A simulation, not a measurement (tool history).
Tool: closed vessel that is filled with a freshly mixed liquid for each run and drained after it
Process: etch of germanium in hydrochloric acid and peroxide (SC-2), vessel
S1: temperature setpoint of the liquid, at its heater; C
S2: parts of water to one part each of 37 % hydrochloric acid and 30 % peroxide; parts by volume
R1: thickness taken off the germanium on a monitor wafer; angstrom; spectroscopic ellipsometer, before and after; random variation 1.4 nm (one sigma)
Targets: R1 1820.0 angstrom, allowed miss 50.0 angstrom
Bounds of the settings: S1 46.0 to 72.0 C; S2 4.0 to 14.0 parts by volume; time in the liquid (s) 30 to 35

{"run": 1, "day": 0.0, "S1": 62.0, "S2": 7.5, "time in the liquid (s)": 35, "R1": 1531.6}
{"run": 2, "day": 0.3, "S1": 62.0, "S2": 7.5, "time in the liquid (s)": 30, "R1": 1330.9}
{"run": 3, "day": 0.596, "S1": 62.0, "S2": 7.5, "time in the liquid (s)": 30, "R1": 1327.2}
{"run": 4, "day": 0.804, "S1": 62.0, "S2": 7.5, "time in the liquid (s)": 35, "R1": 1555.3}
{"run": 5, "day": 1.012, "S1": 62.0, "S2": 4.5, "time in the liquid (s)": 35, "R1": 1556.3}
{"run": 6, "day": 1.088, "S1": 62.0, "S2": 4.0, "time in the liquid (s)": 35, "R1": 1581.8}
{"run": 7, "day": 1.188, "S1": 63.5, "S2": 4.0, "time in the liquid (s)": 35, "R1": 1669.9}
{"run": 8, "day": 1.317, "S1": 64.5, "S2": 4.0, "time in the liquid (s)": 35, "R1": 1725.1}
{"run": 9, "day": 1.375, "S1": 65.0, "S2": 4.0, "time in the liquid (s)": 35, "R1": 1765.9}

Which of these 4 next moves meets every target?
{"run": "A", "day": 1.433, "S1": 67.0, "S2": 4.0, "time in the liquid (s)": 35, "R1": "?"}
{"run": "B", "day": 1.433, "S1": 64.5, "S2": 4.0, "time in the liquid (s)": 35, "R1": "?"}
{"run": "C", "day": 1.433, "S1": 64.0, "S2": 4.0, "time in the liquid (s)": 35, "R1": "?"}
{"run": "D", "day": 1.433, "S1": 69.5, "S2": 6.0, "time in the liquid (s)": 30, "R1": "?"}

move=A R1=1855.5
move=B R1=1724.7
move=C R1=1699.4
move=D R1=1682.5
A: meets every target
B: further off than the last run
C: further off than the last run
D: further off than the last run
Move A is the one to make.

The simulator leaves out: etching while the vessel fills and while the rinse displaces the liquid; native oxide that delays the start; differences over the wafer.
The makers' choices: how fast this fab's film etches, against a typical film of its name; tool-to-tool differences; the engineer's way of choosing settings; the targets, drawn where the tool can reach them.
